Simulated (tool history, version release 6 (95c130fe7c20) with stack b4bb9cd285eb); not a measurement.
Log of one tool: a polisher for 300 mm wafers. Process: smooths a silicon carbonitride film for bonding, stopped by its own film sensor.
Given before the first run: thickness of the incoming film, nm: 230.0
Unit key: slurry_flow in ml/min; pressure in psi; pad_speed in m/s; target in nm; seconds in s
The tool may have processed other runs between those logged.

{"run": 1, "day": 0.0, "slurry_flow": 170, "pressure": 2.3, "pad_speed": 1.02, "slurry_solids": 1, "target": 181, "seconds": 159.2}
{"run": 2, "day": 0.108, "slurry_flow": 170, "pressure": 2.3, "pad_speed": 1.02, "slurry_solids": 1.15, "target": 181, "seconds": 149.09}
{"run": 3, "day": 0.458, "slurry_flow": 140, "pressure": 2.3, "pad_speed": 1.02, "slurry_solids": 1.15, "target": 181, "seconds": 151.72}
{"run": 4, "day": 0.708, "slurry_flow": 105, "pressure": 2.3, "pad_speed": 1.02, "slurry_solids": 1.15, "target": 181, "seconds": 162.66}
{"run": 5, "day": 0.742, "slurry_flow": 105, "pressure": 2, "pad_speed": 1, "slurry_solids": 1.15, "target": 181, "seconds": 179.68}
{"run": 6, "day": 0.825, "slurry_flow": 105, "pressure": 1.8, "pad_speed": 0.96, "slurry_solids": 1.15, "target": 181, "seconds": 208.11}

Estimate the outcome of run 7 from the log above:
{"run": 7, "day": 1.162, "slurry_flow": 105, "pressure": 1.6, "pad_speed": 0.94, "slurry_solids": 1.15, "target": 181, "seconds": "?"}

Run 7 came out at seconds 222.8 s.
